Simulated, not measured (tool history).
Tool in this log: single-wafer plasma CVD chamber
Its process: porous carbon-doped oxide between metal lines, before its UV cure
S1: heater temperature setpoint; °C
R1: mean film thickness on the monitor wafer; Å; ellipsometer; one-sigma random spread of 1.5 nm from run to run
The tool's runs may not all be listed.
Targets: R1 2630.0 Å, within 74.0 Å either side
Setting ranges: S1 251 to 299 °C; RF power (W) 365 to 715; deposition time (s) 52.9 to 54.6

{"run": 1, "hour": 0.0, "S1": 275, "RF power (W)": 540, "deposition time (s)": 52.9, "R1": 3173.9}
{"run": 2, "hour": 3.3, "S1": 284, "RF power (W)": 540, "deposition time (s)": 52.9, "R1": 3037.2}
{"run": 3, "hour": 6.0, "S1": 286, "RF power (W)": 525, "deposition time (s)": 52.9, "R1": 2911.6}
{"run": 4, "hour": 13.1, "S1": 282, "RF power (W)": 525, "deposition time (s)": 52.9, "R1": 2971.0}
{"run": 5, "hour": 20.7, "S1": 282, "RF power (W)": 525, "deposition time (s)": 52.9, "R1": 3012.8}
{"run": 6, "hour": 24.7, "S1": 282, "RF power (W)": 580, "deposition time (s)": 52.9, "R1": 3218.8}
{"run": 7, "hour": 29.0, "S1": 285, "RF power (W)": 560, "deposition time (s)": 52.9, "R1": 3124.4}
{"run": 8, "hour": 32.8, "S1": 287, "RF power (W)": 545, "deposition time (s)": 52.9, "R1": 3007.8}
{"run": 9, "hour": 34.1, "S1": 299, "RF power (W)": 490, "deposition time (s)": 52.9, "R1": 2557.6}

Which single option among these 4 for the next run brings every result within its allowed miss of target? Just one does.
{"run": "A", "hour": 35.4, "S1": 299, "RF power (W)": 465, "deposition time (s)": 53.2, "R1": "?"}
{"run": "B", "hour": 35.4, "S1": 299, "RF power (W)": 510, "deposition time (s)": 53.1, "R1": "?"}
{"run": "C", "hour": 35.4, "S1": 281, "RF power (W)": 425, "deposition time (s)": 54.6, "R1": "?"}
{"run": "D", "hour": 35.4, "S1": 299, "RF power (W)": 480, "deposition time (s)": 52.9, "R1": "?"}

move=A R1=2425.4
move=B R1=2644.0
move=C R1=2487.8
move=D R1=2491.9
A: its largest miss is bigger than the last run's
B: in spec on every target
C: its largest miss is bigger than the last run's
D: its largest miss is bigger than the last run's
B meets every target.

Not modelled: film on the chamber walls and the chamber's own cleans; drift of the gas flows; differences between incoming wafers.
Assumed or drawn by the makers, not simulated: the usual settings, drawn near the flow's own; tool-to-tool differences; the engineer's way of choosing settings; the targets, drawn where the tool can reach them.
